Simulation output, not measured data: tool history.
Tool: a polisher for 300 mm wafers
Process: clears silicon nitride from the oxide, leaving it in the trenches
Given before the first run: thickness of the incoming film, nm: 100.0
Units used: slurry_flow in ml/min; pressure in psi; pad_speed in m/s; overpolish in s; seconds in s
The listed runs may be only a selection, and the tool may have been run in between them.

run 1 hour=0.0 | slurry_flow=190 pressure=2.6 pad_speed=0.84 overpolish=29 | seconds=178.15
run 2 hour=2.6 | slurry_flow=190 pressure=2.7 pad_speed=0.84 overpolish=29 | seconds=177.52
run 3 hour=7.7 | slurry_flow=160 pressure=2.7 pad_speed=0.84 overpolish=29 | seconds=182.55
run 4 hour=13.2 | slurry_flow=165 pressure=2.8 pad_speed=0.84 overpolish=29 | seconds=166.28
run 5 hour=17.6 | slurry_flow=135 pressure=2.8 pad_speed=0.84 overpolish=29 | seconds=176.63
run 6 hour=26.4 | slurry_flow=135 pressure=2.8 pad_speed=0.84 overpolish=31 | seconds=176.21
run 7 hour=28.5 | slurry_flow=135 pressure=2.9 pad_speed=0.84 overpolish=31 | seconds=170.37

For run 8, what comes out?
run 8 hour=34.3 | slurry_flow=135 pressure=3.0 pad_speed=0.84 overpolish=31 | seconds=?

For run 8 the tool returned seconds 170.05 s.
